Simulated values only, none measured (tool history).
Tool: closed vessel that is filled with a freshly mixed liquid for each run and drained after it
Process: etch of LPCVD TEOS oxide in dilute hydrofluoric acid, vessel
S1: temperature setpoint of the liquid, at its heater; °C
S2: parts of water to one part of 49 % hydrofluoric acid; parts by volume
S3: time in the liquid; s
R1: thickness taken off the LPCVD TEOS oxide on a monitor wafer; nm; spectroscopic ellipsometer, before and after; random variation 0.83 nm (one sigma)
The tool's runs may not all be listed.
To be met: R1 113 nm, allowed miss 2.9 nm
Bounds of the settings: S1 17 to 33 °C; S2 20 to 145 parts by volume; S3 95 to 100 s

{"run": 1, "hour": 0.0, "S1": 25, "S2": 80, "S3": 95, "R1": 70.779}
{"run": 2, "hour": 9.1, "S1": 27, "S2": 75, "S3": 95, "R1": 82.519}
{"run": 3, "hour": 11.2, "S1": 28.5, "S2": 75, "S3": 95, "R1": 86.281}
{"run": 4, "hour": 14.4, "S1": 31.5, "S2": 75, "S3": 95, "R1": 98.863}
{"run": 5, "hour": 21.9, "S1": 29.5, "S2": 75, "S3": 95, "R1": 91.198}
{"run": 6, "hour": 22.9, "S1": 29.5, "S2": 75, "S3": 95, "R1": 91.282}
{"run": 7, "hour": 29.3, "S1": 30.5, "S2": 75, "S3": 95, "R1": 94.447}
{"run": 8, "hour": 31.1, "S1": 30.5, "S2": 75, "S3": 95, "R1": 94.505}
{"run": 9, "hour": 36.4, "S1": 31, "S2": 75, "S3": 95, "R1": 96.832}
{"run": 10, "hour": 42.7, "S1": 31.5, "S2": 75, "S3": 95, "R1": 98.818}
{"run": 11, "hour": 43.6, "S1": 32, "S2": 75, "S3": 95, "R1": 99.368}

Which of these 4 next moves meets every target?
{"run": "A", "hour": 44.5, "S1": 33, "S2": 70, "S3": 100, "R1": "?"}
{"run": "B", "hour": 44.5, "S1": 31, "S2": 80, "S3": 95, "R1": "?"}
{"run": "C", "hour": 44.5, "S1": 32.5, "S2": 65, "S3": 95, "R1": "?"}
{"run": "D", "hour": 44.5, "S1": 33, "S2": 70, "S3": 95, "R1": "?"}

move=A R1=118.49
move=B R1=89.948
move=C R1=119.92
move=D R1=112.57
A: takes the result that was furthest off past its target
B: further off than the last run
C: takes the result that was furthest off past its target
D: meets every target
The right move is D.

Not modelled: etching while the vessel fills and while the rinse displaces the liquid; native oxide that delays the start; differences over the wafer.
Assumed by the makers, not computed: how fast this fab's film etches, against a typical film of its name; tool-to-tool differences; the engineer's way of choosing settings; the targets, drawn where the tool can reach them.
